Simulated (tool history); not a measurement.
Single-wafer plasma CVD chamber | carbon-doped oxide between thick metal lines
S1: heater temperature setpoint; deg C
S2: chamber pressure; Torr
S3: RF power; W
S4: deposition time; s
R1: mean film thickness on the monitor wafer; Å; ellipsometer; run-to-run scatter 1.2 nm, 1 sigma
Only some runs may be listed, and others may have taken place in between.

run	hour	S1	S2	S3	S4	R1
1	0.0	360	4.83	650	71.3	3784.1
2	0.6	355	4.83	650	71.3	3839.3
3	2.7	357	4.51	625	71.1	3645.5
4	7.1	357	3.82	625	71.1	3519.3
5	15.6	347	3.82	625	71.1	3637.0
6	19.1	351	3.64	615	71.1	3491.5

What does the tool deliver on the next run?
7	24.3	354	3.49	615	71.1	?

For run 7 the tool returned R1 3468.7 Å.

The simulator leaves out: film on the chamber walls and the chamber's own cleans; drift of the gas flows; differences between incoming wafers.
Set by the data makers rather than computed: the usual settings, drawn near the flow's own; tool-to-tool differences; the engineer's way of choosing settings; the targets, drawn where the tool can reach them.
